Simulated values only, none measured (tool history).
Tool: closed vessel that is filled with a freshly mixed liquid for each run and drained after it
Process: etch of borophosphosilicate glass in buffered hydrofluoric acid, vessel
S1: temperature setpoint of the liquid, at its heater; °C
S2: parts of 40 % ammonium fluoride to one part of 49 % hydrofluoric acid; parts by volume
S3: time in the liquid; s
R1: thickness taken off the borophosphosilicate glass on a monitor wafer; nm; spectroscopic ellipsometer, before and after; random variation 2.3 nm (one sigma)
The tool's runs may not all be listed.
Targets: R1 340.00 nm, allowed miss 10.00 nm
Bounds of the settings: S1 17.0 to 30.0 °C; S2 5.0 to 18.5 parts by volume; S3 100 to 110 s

Run 1, day 0.000: S1 22.0 °C, S2 11.5 parts by volume, S3 100 s. Result: R1 174.89 nm.
Run 2, day 0.292: S1 24.5 °C, S2 10.5 parts by volume, S3 100 s. Result: R1 214.86 nm.
Run 3, day 0.625: S1 26.5 °C, S2 9.5 parts by volume, S3 100 s. Result: R1 264.26 nm.
Run 4, day 0.992: S1 26.5 °C, S2 12.0 parts by volume, S3 100 s. Result: R1 211.78 nm.
Run 5, day 1.112: S1 24.0 °C, S2 12.0 parts by volume, S3 100 s. Result: R1 184.49 nm.
Run 6, day 1.254: S1 24.0 °C, S2 12.0 parts by volume, S3 110 s. Result: R1 204.39 nm.
Run 7, day 1.417: S1 26.0 °C, S2 11.5 parts by volume, S3 110 s. Result: R1 238.20 nm.
Run 8, day 1.508: S1 26.0 °C, S2 11.5 parts by volume, S3 110 s. Result: R1 234.74 nm.
Run 9, day 1.858: S1 27.5 °C, S2 11.0 parts by volume, S3 110 s. Result: R1 266.73 nm.

5 next moves are on the table. One of them brings every result within its allowed miss. Which?
Run A, day 2.208: S1 27.5 °C, S2 8.0 parts by volume, S3 110 s. Result: R1 ?.
Run B, day 2.208: S1 22.5 °C, S2 6.0 parts by volume, S3 110 s. Result: R1 ?.
Run C, day 2.208: S1 30.0 °C, S2 8.5 parts by volume, S3 105 s. Result: R1 ?.
Run D, day 2.208: S1 25.0 °C, S2 8.0 parts by volume, S3 110 s. Result: R1 ?.
Run E, day 2.208: S1 28.0 °C, S2 8.5 parts by volume, S3 110 s. Result: R1 ?.

move      R1
   A  357.94
   B  363.48
   C  364.40
   D  313.48
   E  343.92
A: takes the result that was furthest off past its target
B: takes the result that was furthest off past its target
C: takes the result that was furthest off past its target
D: nearer than the last run, and not there yet
E: meets every target
The right move is E.
